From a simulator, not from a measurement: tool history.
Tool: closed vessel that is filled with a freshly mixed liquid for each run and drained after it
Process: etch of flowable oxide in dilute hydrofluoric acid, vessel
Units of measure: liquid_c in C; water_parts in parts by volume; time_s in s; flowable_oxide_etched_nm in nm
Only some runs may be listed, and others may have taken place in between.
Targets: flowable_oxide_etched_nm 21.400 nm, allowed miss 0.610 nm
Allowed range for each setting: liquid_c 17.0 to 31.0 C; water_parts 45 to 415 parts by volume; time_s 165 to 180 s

run 1 day=0.000 | liquid_c=23.0 water_parts=230 time_s=165 | flowable_oxide_etched_nm=13.235
run 2 day=0.038 | liquid_c=24.5 water_parts=220 time_s=165 | flowable_oxide_etched_nm=14.946
run 3 day=0.300 | liquid_c=26.0 water_parts=215 time_s=165 | flowable_oxide_etched_nm=15.814
run 4 day=0.421 | liquid_c=24.5 water_parts=215 time_s=165 | flowable_oxide_etched_nm=15.211
run 5 day=0.738 | liquid_c=24.5 water_parts=215 time_s=180 | flowable_oxide_etched_nm=16.394
run 6 day=0.967 | liquid_c=27.5 water_parts=215 time_s=180 | flowable_oxide_etched_nm=18.194
run 7 day=1.004 | liquid_c=28.0 water_parts=210 time_s=180 | flowable_oxide_etched_nm=19.352
run 8 day=1.321 | liquid_c=28.5 water_parts=210 time_s=180 | flowable_oxide_etched_nm=19.895

Consider the 4 candidate settings below. Which is the only one whose results all fall within their allowed miss of target?
run A day=1.638 | liquid_c=30.0 water_parts=240 time_s=180 | flowable_oxide_etched_nm=?
run B day=1.638 | liquid_c=28.5 water_parts=195 time_s=165 | flowable_oxide_etched_nm=?
run C day=1.638 | liquid_c=29.5 water_parts=195 time_s=180 | flowable_oxide_etched_nm=?
run D day=1.638 | liquid_c=25.5 water_parts=180 time_s=180 | flowable_oxide_etched_nm=?

move=A flowable_oxide_etched_nm=17.632
move=B flowable_oxide_etched_nm=19.925
move=C flowable_oxide_etched_nm=22.512
move=D flowable_oxide_etched_nm=21.506
A: lands further from the targets than the last run did
B: as far off as the last run
C: carries the result that was furthest off beyond its target, to the other side
D: meets every target
Correct choice: D, which meets every target
